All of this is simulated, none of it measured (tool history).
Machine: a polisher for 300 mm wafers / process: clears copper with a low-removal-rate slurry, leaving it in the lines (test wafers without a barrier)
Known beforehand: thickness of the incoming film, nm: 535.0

run	hour	flow of slurry (ml/min)	pressure of the wafer on the pad (psi)	speed of the pad under the wafer (cm/s)	abrasive content of the slurry	overpolish time after the end point (s)	time until the end point was called (s)	dishing of a wide line in a test structure (nm)
1	0.0	240	3.7	134	1.0	25	93.504	81.103
2	4.3	240	3.7	108	1.0	25	108.680	74.817
3	4.9	240	3.7	108	1.1	25	108.200	75.400
4	13.3	240	4.6	108	1.1	25	85.165	88.988
5	21.7	240	4.8	110	1.1	21	80.622	83.302
6	27.2	240	4.8	110	1.3	21	76.470	83.729

Expected results for the next run?
7	28.9	245	4.9	112	1.3	18	?	?

Run 7 yielded time until the end point was called (s) 73.038, dishing of a wide line in a test structure (nm) 78.570.

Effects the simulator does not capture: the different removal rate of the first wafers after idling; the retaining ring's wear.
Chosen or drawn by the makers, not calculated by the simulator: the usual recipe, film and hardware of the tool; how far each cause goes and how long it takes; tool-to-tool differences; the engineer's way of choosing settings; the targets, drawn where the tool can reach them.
